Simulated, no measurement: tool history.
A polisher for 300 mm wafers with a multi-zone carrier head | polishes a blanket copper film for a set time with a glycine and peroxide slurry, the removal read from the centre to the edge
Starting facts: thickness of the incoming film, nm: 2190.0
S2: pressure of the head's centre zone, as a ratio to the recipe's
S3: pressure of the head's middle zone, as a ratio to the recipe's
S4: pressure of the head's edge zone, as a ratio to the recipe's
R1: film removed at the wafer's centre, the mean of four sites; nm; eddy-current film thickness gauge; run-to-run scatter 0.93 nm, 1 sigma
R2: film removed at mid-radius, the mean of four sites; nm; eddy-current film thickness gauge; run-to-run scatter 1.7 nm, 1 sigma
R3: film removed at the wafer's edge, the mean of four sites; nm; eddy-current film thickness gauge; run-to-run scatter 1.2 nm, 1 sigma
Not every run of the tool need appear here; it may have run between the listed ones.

{"run": 1, "day": 0.0, "flow of slurry (ml/min)": 180, "S2": 1.0, "S3": 1.0, "S4": 1.0, "polishing time (s)": 36, "R1": 178.75, "R2": 201.98, "R3": 191.95}
{"run": 2, "day": 0.054, "flow of slurry (ml/min)": 225, "S2": 1.0, "S3": 1.0, "S4": 1.0, "polishing time (s)": 36, "R1": 186.56, "R2": 204.4, "R3": 200.25}
{"run": 3, "day": 0.138, "flow of slurry (ml/min)": 205, "S2": 0.97, "S3": 0.99, "S4": 0.96, "polishing time (s)": 31, "R1": 150.5, "R2": 169.65, "R3": 160.19}
{"run": 4, "day": 0.396, "flow of slurry (ml/min)": 190, "S2": 0.92, "S3": 0.97, "S4": 0.92, "polishing time (s)": 29, "R1": 134.01, "R2": 151.83, "R3": 147.84}
{"day": 0.65, "done": "centre zone pressure recalibrated"}
{"run": 5, "day": 0.65, "flow of slurry (ml/min)": 160, "S2": 0.92, "S3": 0.97, "S4": 0.92, "polishing time (s)": 29, "R1": 143.47, "R2": 149.75, "R3": 145.08}
{"run": 6, "day": 0.808, "flow of slurry (ml/min)": 160, "S2": 0.84, "S3": 0.97, "S4": 0.92, "polishing time (s)": 29, "R1": 132.35, "R2": 153.51, "R3": 146.09}
{"run": 7, "day": 0.988, "flow of slurry (ml/min)": 165, "S2": 0.83, "S3": 0.98, "S4": 0.91, "polishing time (s)": 26, "R1": 119.58, "R2": 135.17, "R3": 130.08}
{"run": 8, "day": 1.192, "flow of slurry (ml/min)": 180, "S2": 0.82, "S3": 1.01, "S4": 0.91, "polishing time (s)": 24, "R1": 109.1, "R2": 130.91, "R3": 120.01}
{"run": 9, "day": 1.358, "flow of slurry (ml/min)": 190, "S2": 0.82, "S3": 1.01, "S4": 0.91, "polishing time (s)": 23, "R1": 106.73, "R2": 127.74, "R3": 118.42}
{"run": 10, "day": 1.629, "flow of slurry (ml/min)": 195, "S2": 0.82, "S3": 1.02, "S4": 0.91, "polishing time (s)": 22, "R1": 102.03, "R2": 122.05, "R3": 113.26}

What does the tool deliver on the next run?
{"run": 11, "day": 1.9, "flow of slurry (ml/min)": 200, "S2": 0.82, "S3": 1.03, "S4": 0.91, "polishing time (s)": 22, "R1": "?", "R2": "?", "R3": "?"}

{"run 11": {"R1": 99.471, "R2": 127.09, "R3": 114.66}}
